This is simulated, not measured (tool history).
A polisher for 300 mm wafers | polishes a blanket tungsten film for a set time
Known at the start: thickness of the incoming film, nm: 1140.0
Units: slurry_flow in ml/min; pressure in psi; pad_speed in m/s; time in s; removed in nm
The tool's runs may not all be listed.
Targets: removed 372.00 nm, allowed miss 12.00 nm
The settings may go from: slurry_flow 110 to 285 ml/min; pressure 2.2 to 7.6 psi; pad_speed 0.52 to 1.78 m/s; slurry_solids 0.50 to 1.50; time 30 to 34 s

Run 1, day 0.000: slurry_flow 180 ml/min, pressure 4.9 psi, pad_speed 1.14 m/s, slurry_solids 1.00, time 34 s. Result: removed 263.15 nm.
Run 2, day 0.062: slurry_flow 185 ml/min, pressure 5.1 psi, pad_speed 1.14 m/s, slurry_solids 1.00, time 34 s. Result: removed 278.71 nm.
Run 3, day 0.258: slurry_flow 185 ml/min, pressure 5.1 psi, pad_speed 1.14 m/s, slurry_solids 1.20, time 34 s. Result: removed 282.11 nm.
Run 4, day 0.279: slurry_flow 190 ml/min, pressure 5.3 psi, pad_speed 1.14 m/s, slurry_solids 1.20, time 34 s. Result: removed 295.13 nm.
Run 5, day 0.312: slurry_flow 195 ml/min, pressure 5.4 psi, pad_speed 1.14 m/s, slurry_solids 1.20, time 34 s. Result: removed 297.62 nm.
Run 6, day 0.412: slurry_flow 210 ml/min, pressure 5.4 psi, pad_speed 1.14 m/s, slurry_solids 1.20, time 34 s. Result: removed 302.97 nm.
Run 7, day 0.538: slurry_flow 210 ml/min, pressure 5.5 psi, pad_speed 1.14 m/s, slurry_solids 1.20, time 34 s. Result: removed 310.00 nm.
Run 8, day 0.758: slurry_flow 210 ml/min, pressure 5.6 psi, pad_speed 1.14 m/s, slurry_solids 1.20, time 34 s. Result: removed 313.70 nm.
Run 9, day 0.808: slurry_flow 210 ml/min, pressure 5.7 psi, pad_speed 1.14 m/s, slurry_solids 1.20, time 34 s. Result: removed 322.52 nm.
Run 10, day 1.179: slurry_flow 210 ml/min, pressure 5.8 psi, pad_speed 1.14 m/s, slurry_solids 1.20, time 34 s. Result: removed 321.68 nm.
Run 11, day 1.321: slurry_flow 210 ml/min, pressure 5.9 psi, pad_speed 1.14 m/s, slurry_solids 1.20, time 34 s. Result: removed 328.35 nm.
Run 12, day 1.379: slurry_flow 210 ml/min, pressure 6.0 psi, pad_speed 1.14 m/s, slurry_solids 1.20, time 34 s. Result: removed 337.67 nm.

Which of these 4 next moves meets every target?
Run A, day 1.438: slurry_flow 225 ml/min, pressure 6.0 psi, pad_speed 1.10 m/s, slurry_solids 1.20, time 33 s. Result: removed ?.
Run B, day 1.438: slurry_flow 200 ml/min, pressure 4.9 psi, pad_speed 1.28 m/s, slurry_solids 1.25, time 32 s. Result: removed ?.
Run C, day 1.438: slurry_flow 205 ml/min, pressure 6.2 psi, pad_speed 1.08 m/s, slurry_solids 1.15, time 32 s. Result: removed ?.
Run D, day 1.438: slurry_flow 240 ml/min, pressure 5.3 psi, pad_speed 1.40 m/s, slurry_solids 1.20, time 34 s. Result: removed ?.

move  removed
   A   316.69
   B   289.39
   C   305.68
   D   368.46
A: further off than the last run
B: further off than the last run
C: further off than the last run
D: meets every target
Answer: D
